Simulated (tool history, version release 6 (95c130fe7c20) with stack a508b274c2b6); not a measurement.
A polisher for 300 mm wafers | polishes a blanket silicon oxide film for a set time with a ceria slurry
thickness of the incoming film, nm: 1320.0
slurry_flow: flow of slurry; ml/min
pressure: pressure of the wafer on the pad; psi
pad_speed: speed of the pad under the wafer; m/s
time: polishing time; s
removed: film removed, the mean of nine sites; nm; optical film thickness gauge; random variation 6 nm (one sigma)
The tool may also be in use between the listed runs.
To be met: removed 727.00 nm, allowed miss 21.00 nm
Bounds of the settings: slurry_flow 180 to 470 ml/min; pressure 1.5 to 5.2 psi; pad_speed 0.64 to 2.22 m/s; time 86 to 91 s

{"run": 1, "hour": 0.0, "slurry_flow": 300, "pressure": 3.3, "pad_speed": 1.42, "time": 86, "removed": 454.33}
{"run": 2, "hour": 4.1, "slurry_flow": 330, "pressure": 3.3, "pad_speed": 1.42, "time": 86, "removed": 457.0}
{"run": 3, "hour": 9.2, "slurry_flow": 330, "pressure": 3.3, "pad_speed": 1.58, "time": 86, "removed": 503.31}
{"run": 4, "hour": 12.4, "slurry_flow": 330, "pressure": 3.3, "pad_speed": 1.58, "time": 86, "removed": 499.51}
{"run": 5, "hour": 18.1, "slurry_flow": 330, "pressure": 3.7, "pad_speed": 1.58, "time": 86, "removed": 565.54}
{"run": 6, "hour": 26.4, "slurry_flow": 330, "pressure": 4.0, "pad_speed": 1.58, "time": 86, "removed": 606.61}
{"run": 7, "hour": 27.3, "slurry_flow": 330, "pressure": 4.2, "pad_speed": 1.58, "time": 86, "removed": 636.11}
{"run": 8, "hour": 28.3, "slurry_flow": 330, "pressure": 4.4, "pad_speed": 1.58, "time": 86, "removed": 670.81}
{"run": 9, "hour": 37.0, "slurry_flow": 330, "pressure": 4.5, "pad_speed": 1.58, "time": 86, "removed": 679.86}
{"run": 10, "hour": 39.9, "slurry_flow": 330, "pressure": 4.6, "pad_speed": 1.58, "time": 86, "removed": 692.81}

Which of these 4 next moves meets every target?
{"run": "A", "hour": 42.8, "slurry_flow": 310, "pressure": 4.7, "pad_speed": 1.6, "time": 87, "removed": "?"}
{"run": "B", "hour": 42.8, "slurry_flow": 275, "pressure": 4.3, "pad_speed": 1.64, "time": 86, "removed": "?"}
{"run": "C", "hour": 42.8, "slurry_flow": 320, "pressure": 5.2, "pad_speed": 1.3, "time": 87, "removed": "?"}
{"run": "D", "hour": 42.8, "slurry_flow": 335, "pressure": 4.1, "pad_speed": 1.54, "time": 91, "removed": "?"}

move=A removed=720.41
move=B removed=662.06
move=C removed=655.48
move=D removed=639.53
A: meets every target
B: further off than the last run
C: further off than the last run
D: further off than the last run
The right move is A.

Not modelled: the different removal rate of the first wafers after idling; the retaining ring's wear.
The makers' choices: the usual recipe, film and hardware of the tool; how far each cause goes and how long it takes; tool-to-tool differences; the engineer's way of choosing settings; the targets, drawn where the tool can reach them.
